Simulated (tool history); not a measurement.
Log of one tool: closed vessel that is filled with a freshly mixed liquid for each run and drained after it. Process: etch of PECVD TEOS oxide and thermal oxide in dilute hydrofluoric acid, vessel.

run,hour,temperature setpoint of the liquid (C),parts of water to one part of 49 % hydrofluoric acid (parts by volume),time in the liquid (s),thickness taken off the PECVD TEOS oxide on a monitor wafer (nm),thickness taken off the thermal oxide on a monitor wafer (nm)
1,0,20,100,70,10.725,2.8444
2,2.9,20,125,70,8.2852,2.2317
3,8.8,23,125,70,9.4068,2.4733
4,12.8,23.5,120,70,9.8942,2.6575
5,18.4,24,115,70,10.675,2.8919
6,20.9,24,140,70,8.4836,2.2942
7,28.8,24.5,135,70,9.0409,2.3179
8,35.5,20.5,95,75,12.308,3.3819

The next listed run, before its measurement:
9,40.1,21,95,75,?,?

{"run 9": {"thickness taken off the PECVD TEOS oxide on a monitor wafer (nm)": 12.432, "thickness taken off the thermal oxide on a monitor wafer (nm)": 3.3987}}

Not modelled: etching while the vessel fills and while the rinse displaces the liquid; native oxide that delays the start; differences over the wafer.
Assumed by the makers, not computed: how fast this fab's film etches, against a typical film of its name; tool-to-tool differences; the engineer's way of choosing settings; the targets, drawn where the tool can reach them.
